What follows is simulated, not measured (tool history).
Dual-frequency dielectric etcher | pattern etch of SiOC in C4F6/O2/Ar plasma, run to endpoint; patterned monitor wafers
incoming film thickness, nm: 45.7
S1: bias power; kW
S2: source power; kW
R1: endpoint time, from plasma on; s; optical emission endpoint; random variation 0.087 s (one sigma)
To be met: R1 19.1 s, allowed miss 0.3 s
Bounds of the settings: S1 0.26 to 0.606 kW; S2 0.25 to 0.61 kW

run 1 day=0 | S1=0.433 S2=0.43 | R1=15.309
run 2 day=0.058 | S1=0.397 S2=0.41 | R1=16.32
run 3 day=0.175 | S1=0.369 S2=0.41 | R1=16.923
run 4 day=0.546 | S1=0.427 S2=0.41 | R1=15.73
run 5 day=0.608 | S1=0.376 S2=0.41 | R1=16.914
run 6 day=0.629 | S1=0.357 S2=0.41 | R1=17.209
run 7 day=1 | S1=0.34 S2=0.41 | R1=17.569
run 8 day=1.362 | S1=0.326 S2=0.41 | R1=18.093
run 9 day=1.408 | S1=0.318 S2=0.41 | R1=18.358
run 10 day=1.588 | S1=0.312 S2=0.41 | R1=18.632
run 11 day=1.921 | S1=0.309 S2=0.41 | R1=18.712

4 next moves are on the table. One of them brings every result within its allowed miss. Which?
run A day=2.254 | S1=0.266 S2=0.46 | R1=?
run B day=2.254 | S1=0.281 S2=0.45 | R1=?
run C day=2.254 | S1=0.266 S2=0.45 | R1=?
run D day=2.254 | S1=0.276 S2=0.42 | R1=?

move=A R1=19.468
move=B R1=18.997
move=C R1=19.626
move=D R1=19.691
A: takes the result that was furthest off past its target
B: meets every target
C: takes the result that was furthest off past its target
D: takes the result that was furthest off past its target
The right move is B.

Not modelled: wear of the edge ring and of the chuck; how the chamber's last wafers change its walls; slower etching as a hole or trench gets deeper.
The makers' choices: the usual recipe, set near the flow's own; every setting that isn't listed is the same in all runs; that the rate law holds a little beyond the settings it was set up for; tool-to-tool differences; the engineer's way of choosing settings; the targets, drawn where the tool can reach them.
